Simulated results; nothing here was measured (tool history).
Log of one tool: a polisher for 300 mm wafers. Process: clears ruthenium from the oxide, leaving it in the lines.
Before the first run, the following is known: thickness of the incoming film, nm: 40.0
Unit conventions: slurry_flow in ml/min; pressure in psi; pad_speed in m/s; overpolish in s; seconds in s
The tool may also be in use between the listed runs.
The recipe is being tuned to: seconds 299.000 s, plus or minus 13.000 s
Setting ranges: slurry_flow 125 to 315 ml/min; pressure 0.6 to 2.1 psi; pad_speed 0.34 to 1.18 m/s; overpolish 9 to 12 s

run  hour  slurry_flow  pressure  pad_speed  overpolish  seconds
  1   0.0          205       1.3       0.76          12   85.849
  2   8.5          205       1.2       0.76          12   93.807
  3  16.2          205       1.2       0.58          12  121.430
  4  21.0          205       1.2       0.66          12  107.690
  5  27.9          195       1.1       0.62          12  125.580
  6  28.8          195       1.5       0.62          12   93.078
  7  33.3          185       1.4       0.58          12  104.400
  8  38.7          180       1.3       0.56          12  117.240
  9  39.8          175       1.2       0.54          12  129.810
 10  42.1          170       1.1       0.52          12  151.270
 11  49.2          165       1.0       0.50          12  170.620
 12  54.6          145       0.6       0.34          12  418.470

5 next moves are on the table. One of them brings every result within its allowed miss. Which?
  A  60.0          130       0.8       0.42           9        ?
  B  60.0          185       0.7       0.40           9        ?
  C  60.0          180       0.9       0.34          12        ?
  D  60.0          190       0.6       0.40           9        ?
  E  60.0          125       0.8       0.34          12        ?

move  seconds
   A  262.690
   B  291.230
   C  268.310
   D  335.310
   E  323.640
A: carries the result that was furthest off beyond its target, to the other side
B: all results in spec
C: carries the result that was furthest off beyond its target, to the other side
D: nearer than the last run, and not there yet
E: nearer than the last run, and not there yet
So the answer is move B, the one that meets all the targets.
